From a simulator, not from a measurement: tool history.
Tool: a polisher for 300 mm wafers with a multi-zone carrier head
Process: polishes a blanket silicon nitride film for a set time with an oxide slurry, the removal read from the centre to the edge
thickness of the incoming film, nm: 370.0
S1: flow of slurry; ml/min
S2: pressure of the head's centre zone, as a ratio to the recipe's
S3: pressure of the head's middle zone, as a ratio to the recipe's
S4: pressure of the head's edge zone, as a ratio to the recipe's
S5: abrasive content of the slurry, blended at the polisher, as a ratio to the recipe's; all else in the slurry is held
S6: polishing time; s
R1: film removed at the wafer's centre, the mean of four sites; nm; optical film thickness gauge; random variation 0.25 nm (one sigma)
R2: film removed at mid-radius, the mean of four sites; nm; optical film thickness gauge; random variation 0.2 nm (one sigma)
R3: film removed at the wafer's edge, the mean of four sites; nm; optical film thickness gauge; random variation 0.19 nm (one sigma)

Run 1, hour 0.0: S1 190 ml/min, S2 1.00, S3 1.00, S4 1.00, S5 1.00, S6 54 s. Result: R1 35.474 nm, R2 35.762 nm, R3 35.014 nm.
Run 2, hour 2.1: S1 185 ml/min, S2 0.98, S3 1.00, S4 0.97, S5 0.85, S6 49 s. Result: R1 29.666 nm, R2 29.964 nm, R3 29.316 nm.
Run 3, hour 7.8: S1 185 ml/min, S2 0.98, S3 1.00, S4 1.02, S5 0.85, S6 49 s. Result: R1 30.124 nm, R2 30.499 nm, R3 30.252 nm.
Run 4, hour 15.9: S1 185 ml/min, S2 0.96, S3 1.01, S4 0.98, S5 0.75, S6 45 s. Result: R1 25.010 nm, R2 26.547 nm, R3 26.430 nm.
Run 5, hour 23.5: S1 185 ml/min, S2 0.92, S3 1.01, S4 0.98, S5 0.75, S6 45 s. Result: R1 24.017 nm, R2 26.576 nm, R3 25.778 nm.
Run 6, hour 30.2: S1 185 ml/min, S2 0.92, S3 1.01, S4 0.90, S5 0.75, S6 45 s. Result: R1 24.134 nm, R2 26.649 nm, R3 25.438 nm.
Run 7, hour 37.3: S1 190 ml/min, S2 0.97, S3 1.06, S4 0.85, S5 0.50, S6 31 s. Result: R1 14.738 nm, R2 15.958 nm, R3 13.905 nm.
Run 8, hour 37.9: S1 200 ml/min, S2 0.98, S3 1.07, S4 0.90, S5 0.55, S6 31 s. Result: R1 15.496 nm, R2 16.942 nm, R3 15.082 nm.
Run 9, hour 40.2: S1 200 ml/min, S2 0.98, S3 1.07, S4 0.90, S5 0.55, S6 31 s. Result: R1 15.366 nm, R2 16.685 nm, R3 15.086 nm.
Run 10, hour 41.1: S1 200 ml/min, S2 0.99, S3 1.08, S4 0.91, S5 0.60, S6 31 s. Result: R1 16.083 nm, R2 17.419 nm, R3 15.865 nm.
Run 11, hour 49.6: S1 200 ml/min, S2 1.00, S3 1.10, S4 0.91, S5 0.65, S6 31 s. Result: R1 16.974 nm, R2 18.615 nm, R3 16.239 nm.
Run 12, hour 54.0: S1 200 ml/min, S2 1.00, S3 1.10, S4 0.93, S5 0.65, S6 31 s. Result: R1 17.023 nm, R2 18.654 nm, R3 16.599 nm.
Run 13, hour 56.0: S1 200 ml/min, S2 1.01, S3 1.11, S4 0.95, S5 0.65, S6 31 s. Result: R1 17.157 nm, R2 18.651 nm, R3 16.476 nm.

The next listed run, before its measurement:
Run 14, hour 60.2: S1 200 ml/min, S2 1.01, S3 1.11, S4 0.97, S5 0.65, S6 31 s. Result: R1 ?, R2 ?, R3 ?.

R1: 17.513 nm
R2: 18.763 nm
R3: 16.854 nm
